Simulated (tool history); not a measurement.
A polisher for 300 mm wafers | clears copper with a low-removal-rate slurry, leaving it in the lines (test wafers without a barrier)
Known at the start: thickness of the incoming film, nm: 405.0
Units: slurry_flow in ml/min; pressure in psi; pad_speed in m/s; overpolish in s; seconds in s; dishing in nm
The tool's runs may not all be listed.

run 1 day=0 | slurry_flow=130 pressure=3.3 pad_speed=1.18 slurry_solids=1 overpolish=21 | seconds=94.609 dishing=48.602
run 2 day=0.308 | slurry_flow=130 pressure=3.3 pad_speed=1.18 slurry_solids=1 overpolish=26 | seconds=93.085 dishing=57.77
run 3 day=0.458 | slurry_flow=130 pressure=3.3 pad_speed=1.18 slurry_solids=1 overpolish=23 | seconds=92.221 dishing=52.311
run 4 day=0.538 | slurry_flow=130 pressure=3.3 pad_speed=1.02 slurry_solids=1 overpolish=23 | seconds=106.23 dishing=47.041
run 5 day=0.875 | slurry_flow=130 pressure=3.3 pad_speed=1.02 slurry_solids=1 overpolish=28 | seconds=104.65 dishing=54.886
run 6 day=1.242 | slurry_flow=135 pressure=3.3 pad_speed=1 slurry_solids=1 overpolish=25 | seconds=104.26 dishing=51.63
run 7 day=1.612 | slurry_flow=130 pressure=3.3 pad_speed=1 slurry_solids=1 overpolish=23 | seconds=106.48 dishing=48.115
run 8 day=1.638 | slurry_flow=140 pressure=3.2 pad_speed=1.02 slurry_solids=1 overpolish=16 | seconds=108.76 dishing=36.589

Forecast run 9:
run 9 day=1.675 | slurry_flow=140 pressure=3.2 pad_speed=1.02 slurry_solids=1 overpolish=16 | seconds=? dishing=?

seconds: 110.7 s
dishing: 36.76 nm
